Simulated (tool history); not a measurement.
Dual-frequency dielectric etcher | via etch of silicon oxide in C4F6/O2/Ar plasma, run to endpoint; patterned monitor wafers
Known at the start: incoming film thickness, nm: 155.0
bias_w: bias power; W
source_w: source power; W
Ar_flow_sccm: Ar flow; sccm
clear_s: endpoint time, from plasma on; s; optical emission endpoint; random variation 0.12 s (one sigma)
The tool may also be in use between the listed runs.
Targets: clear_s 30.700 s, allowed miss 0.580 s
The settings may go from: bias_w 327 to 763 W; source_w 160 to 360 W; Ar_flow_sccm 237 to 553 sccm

run	hour	bias_w	source_w	Ar_flow_sccm	clear_s
1	0.0	545	260	395	36.483
2	8.5	589	270	393	34.087
3	9.6	589	270	343	33.534
4	12.7	609	270	343	33.017
5	14.7	626	270	343	32.365
6	19.6	626	270	299	31.709
7	25.3	634	270	299	31.851
8	27.2	643	270	299	31.658

4 next moves are on the table. One of them brings every result within its allowed miss. Which?
A	29.1	643	240	307	?
B	29.1	631	240	303	?
C	29.1	694	270	343	?
D	29.1	746	270	359	?

move	clear_s
A	33.287
B	33.606
C	30.449
D	29.387
A: further off than the last run
B: further off than the last run
C: meets every target
D: takes the result that was furthest off past its target
The right move is C.

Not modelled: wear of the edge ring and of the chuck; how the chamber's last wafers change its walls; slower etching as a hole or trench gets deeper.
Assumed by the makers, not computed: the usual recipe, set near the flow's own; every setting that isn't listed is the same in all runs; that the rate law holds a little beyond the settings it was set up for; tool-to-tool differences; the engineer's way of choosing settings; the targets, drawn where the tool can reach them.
